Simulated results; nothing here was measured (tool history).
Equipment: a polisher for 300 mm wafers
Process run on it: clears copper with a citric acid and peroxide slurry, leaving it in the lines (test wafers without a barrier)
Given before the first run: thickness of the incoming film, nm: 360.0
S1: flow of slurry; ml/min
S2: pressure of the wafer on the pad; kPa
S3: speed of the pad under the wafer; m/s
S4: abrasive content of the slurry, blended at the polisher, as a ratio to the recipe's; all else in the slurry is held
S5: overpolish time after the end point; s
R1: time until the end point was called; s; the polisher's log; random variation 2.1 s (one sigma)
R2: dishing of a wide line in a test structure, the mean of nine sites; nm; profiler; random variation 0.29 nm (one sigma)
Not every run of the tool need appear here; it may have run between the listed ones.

run,hour,S1,S2,S3,S4,S5,R1,R2
1,0.0,200,18.6,1.34,1.00,24,154.56,26.546
2,3.0,200,17.9,1.42,1.00,22,152.44,24.583
3,6.5,205,17.2,1.50,1.05,20,149.39,24.172
4,10.9,205,17.2,1.50,1.05,10,152.00,14.662
5,18.0,205,17.9,1.50,1.05,10,146.79,14.839
6,25.9,205,17.9,1.50,1.05,7,145.22,11.100
7,27.2,205,17.9,1.52,1.05,7,141.74,10.822
8,35.4,205,17.9,1.54,1.05,7,145.31,11.339
9,41.6,205,17.9,1.56,1.05,7,142.80,11.504

What will run 10 give?
10,48.4,205,17.9,1.58,1.05,7,?,?

{"run 10": {"R1": 135.93, "R2": 11.569}}
